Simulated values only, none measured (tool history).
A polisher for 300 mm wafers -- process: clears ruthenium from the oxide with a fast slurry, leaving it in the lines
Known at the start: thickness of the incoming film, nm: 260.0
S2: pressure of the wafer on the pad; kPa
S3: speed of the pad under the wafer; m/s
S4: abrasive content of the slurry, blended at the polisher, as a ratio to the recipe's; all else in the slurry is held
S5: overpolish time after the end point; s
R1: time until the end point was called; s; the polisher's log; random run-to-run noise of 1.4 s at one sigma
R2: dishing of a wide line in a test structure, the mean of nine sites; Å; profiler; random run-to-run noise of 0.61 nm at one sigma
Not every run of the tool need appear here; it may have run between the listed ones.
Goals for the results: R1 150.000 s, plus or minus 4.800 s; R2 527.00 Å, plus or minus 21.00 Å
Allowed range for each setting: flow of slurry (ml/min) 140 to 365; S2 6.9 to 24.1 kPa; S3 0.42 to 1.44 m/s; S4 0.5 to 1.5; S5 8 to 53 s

run 1 hour=0.0 | flow_of_slurry_(ml/min)=235 S2=15.2 S3=0.92 S4=1.0 S5=27 | R1=84.413 R2=569.80
run 2 hour=2.1 | flow_of_slurry_(ml/min)=235 S2=13.8 S3=0.92 S4=1.0 S5=29 | R1=93.219 R2=573.25
run 3 hour=10.9 | flow_of_slurry_(ml/min)=260 S2=13.8 S3=0.92 S4=1.0 S5=29 | R1=92.152 R2=585.29
run 4 hour=12.2 | flow_of_slurry_(ml/min)=260 S2=12.4 S3=0.92 S4=1.0 S5=29 | R1=102.580 R2=544.82
run 5 hour=20.6 | flow_of_slurry_(ml/min)=260 S2=10.3 S3=0.92 S4=1.0 S5=29 | R1=120.830 R2=478.73
run 6 hour=29.3 | flow_of_slurry_(ml/min)=210 S2=10.3 S3=0.92 S4=1.0 S5=29 | R1=123.880 R2=465.77
run 7 hour=34.0 | flow_of_slurry_(ml/min)=210 S2=10.3 S3=0.92 S4=1.0 S5=29 | R1=125.120 R2=479.61
run 8 hour=42.8 | flow_of_slurry_(ml/min)=210 S2=10.3 S3=0.92 S4=1.0 S5=29 | R1=123.790 R2=477.85
run 9 hour=47.2 | flow_of_slurry_(ml/min)=205 S2=9.7 S3=0.92 S4=1.0 S5=31 | R1=133.550 R2=466.16
run 10 hour=54.3 | flow_of_slurry_(ml/min)=200 S2=9.7 S3=0.92 S4=1.0 S5=33 | R1=133.320 R2=490.32
run 11 hour=54.9 | flow_of_slurry_(ml/min)=195 S2=9.7 S3=0.92 S4=1.0 S5=34 | R1=134.160 R2=487.84
run 12 hour=59.2 | flow_of_slurry_(ml/min)=190 S2=9.7 S3=0.92 S4=1.0 S5=36 | R1=133.450 R2=522.16

Consider the 5 candidate settings below. Which is the only one whose results all fall within their allowed miss of target?
run A hour=63.5 | flow_of_slurry_(ml/min)=160 S2=9.7 S3=0.88 S4=0.9 S5=41 | R1=? R2=?
run B hour=63.5 | flow_of_slurry_(ml/min)=155 S2=9.7 S3=0.88 S4=1.1 S5=38 | R1=? R2=?
run C hour=63.5 | flow_of_slurry_(ml/min)=210 S2=9.7 S3=0.94 S4=1.1 S5=35 | R1=? R2=?
run D hour=63.5 | flow_of_slurry_(ml/min)=280 S2=11.0 S3=0.90 S4=1.1 S5=30 | R1=? R2=?
run E hour=63.5 | flow_of_slurry_(ml/min)=245 S2=11.0 S3=1.00 S4=1.0 S5=28 | R1=? R2=?

move=A R1=152.240 R2=527.10
move=B R1=142.010 R2=524.76
move=C R1=127.410 R2=534.31
move=D R1=113.110 R2=521.56
move=E R1=107.500 R2=515.01
A: all results in spec
B: nearer the targets than the last run, but a result is still out of spec
C: its largest miss is bigger than the last run's
D: its largest miss is bigger than the last run's
E: its largest miss is bigger than the last run's
The right move is A.

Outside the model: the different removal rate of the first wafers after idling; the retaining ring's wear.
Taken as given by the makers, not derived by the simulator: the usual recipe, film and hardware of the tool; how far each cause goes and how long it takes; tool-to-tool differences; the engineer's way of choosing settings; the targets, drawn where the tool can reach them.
